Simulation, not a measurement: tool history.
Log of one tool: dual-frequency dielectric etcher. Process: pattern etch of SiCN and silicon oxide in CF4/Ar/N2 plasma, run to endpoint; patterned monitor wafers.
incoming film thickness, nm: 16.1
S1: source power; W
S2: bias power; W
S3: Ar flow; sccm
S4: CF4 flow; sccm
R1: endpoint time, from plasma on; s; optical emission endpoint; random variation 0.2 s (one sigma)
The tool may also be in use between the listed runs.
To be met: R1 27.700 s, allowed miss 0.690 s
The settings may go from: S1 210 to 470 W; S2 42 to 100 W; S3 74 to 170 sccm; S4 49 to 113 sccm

{"run": 1, "hour": 0.0, "S1": 340, "S2": 71, "S3": 122, "S4": 81, "R1": 22.726}
{"run": 2, "hour": 1.3, "S1": 340, "S2": 79, "S3": 122, "S4": 81, "R1": 21.801}
{"run": 3, "hour": 4.1, "S1": 340, "S2": 79, "S3": 114, "S4": 81, "R1": 21.656}
{"run": 4, "hour": 6.5, "S1": 340, "S2": 79, "S3": 105, "S4": 81, "R1": 21.223}
{"run": 5, "hour": 7.9, "S1": 320, "S2": 78, "S3": 105, "S4": 81, "R1": 22.649}
{"run": 6, "hour": 10.2, "S1": 320, "S2": 68, "S3": 105, "S4": 81, "R1": 24.085}
{"run": 7, "hour": 14.7, "S1": 310, "S2": 68, "S3": 105, "S4": 81, "R1": 24.299}
{"run": 8, "hour": 18.6, "S1": 250, "S2": 66, "S3": 106, "S4": 81, "R1": 29.678}
{"run": 9, "hour": 20.9, "S1": 260, "S2": 66, "S3": 106, "S4": 81, "R1": 28.763}

Which of these 5 next moves meets every target?
{"run": "A", "hour": 23.2, "S1": 260, "S2": 74, "S3": 99, "S4": 73, "R1": "?"}
{"run": "B", "hour": 23.2, "S1": 250, "S2": 64, "S3": 87, "S4": 87, "R1": "?"}
{"run": "C", "hour": 23.2, "S1": 300, "S2": 60, "S3": 108, "S4": 82, "R1": "?"}
{"run": "D", "hour": 23.2, "S1": 280, "S2": 54, "S3": 96, "S4": 79, "R1": "?"}
{"run": "E", "hour": 23.2, "S1": 270, "S2": 54, "S3": 114, "S4": 105, "R1": "?"}

move=A R1=27.799
move=B R1=28.882
move=C R1=26.593
move=D R1=29.110
move=E R1=29.183
A: meets every target
B: further off than the last run
C: takes the result that was furthest off past its target
D: further off than the last run
E: further off than the last run
Move A is the one to make.

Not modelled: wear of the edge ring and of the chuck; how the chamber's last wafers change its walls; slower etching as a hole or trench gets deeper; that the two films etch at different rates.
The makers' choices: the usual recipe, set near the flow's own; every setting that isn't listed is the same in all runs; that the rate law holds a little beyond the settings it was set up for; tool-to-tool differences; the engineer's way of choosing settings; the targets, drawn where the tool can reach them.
